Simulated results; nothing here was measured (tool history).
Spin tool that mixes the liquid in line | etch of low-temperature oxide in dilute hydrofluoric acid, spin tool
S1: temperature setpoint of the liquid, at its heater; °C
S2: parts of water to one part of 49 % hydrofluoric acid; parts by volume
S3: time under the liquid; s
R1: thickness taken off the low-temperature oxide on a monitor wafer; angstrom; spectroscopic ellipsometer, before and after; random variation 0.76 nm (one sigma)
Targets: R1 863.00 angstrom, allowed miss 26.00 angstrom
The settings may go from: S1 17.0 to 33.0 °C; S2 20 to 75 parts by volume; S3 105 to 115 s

{"run": 1, "hour": 0.0, "S1": 25.0, "S2": 45, "S3": 105, "R1": 494.39}
{"run": 2, "hour": 6.5, "S1": 26.0, "S2": 45, "S3": 105, "R1": 501.09}
{"run": 3, "hour": 12.8, "S1": 26.0, "S2": 35, "S3": 105, "R1": 661.59}
{"run": 4, "hour": 21.8, "S1": 26.5, "S2": 35, "S3": 105, "R1": 680.43}
{"run": 5, "hour": 28.8, "S1": 27.0, "S2": 35, "S3": 105, "R1": 699.73}
{"run": 6, "hour": 32.7, "S1": 27.5, "S2": 35, "S3": 105, "R1": 707.13}
{"run": 7, "hour": 36.4, "S1": 28.0, "S2": 35, "S3": 105, "R1": 717.01}
{"run": 8, "hour": 42.2, "S1": 28.5, "S2": 35, "S3": 105, "R1": 738.74}
{"run": 9, "hour": 45.1, "S1": 29.0, "S2": 35, "S3": 105, "R1": 755.56}
{"run": 10, "hour": 48.4, "S1": 29.5, "S2": 35, "S3": 105, "R1": 762.76}

Which of these 4 next moves meets every target?
{"run": "A", "hour": 51.7, "S1": 28.5, "S2": 35, "S3": 115, "R1": "?"}
{"run": "B", "hour": 51.7, "S1": 31.5, "S2": 35, "S3": 110, "R1": "?"}
{"run": "C", "hour": 51.7, "S1": 32.5, "S2": 40, "S3": 115, "R1": "?"}
{"run": "D", "hour": 51.7, "S1": 30.5, "S2": 35, "S3": 105, "R1": "?"}

move=A R1=806.63
move=B R1=869.46
move=C R1=820.31
move=D R1=797.78
A: nearer than the last run, and not there yet
B: meets every target
C: nearer than the last run, and not there yet
D: nearer than the last run, and not there yet
The right move is B.
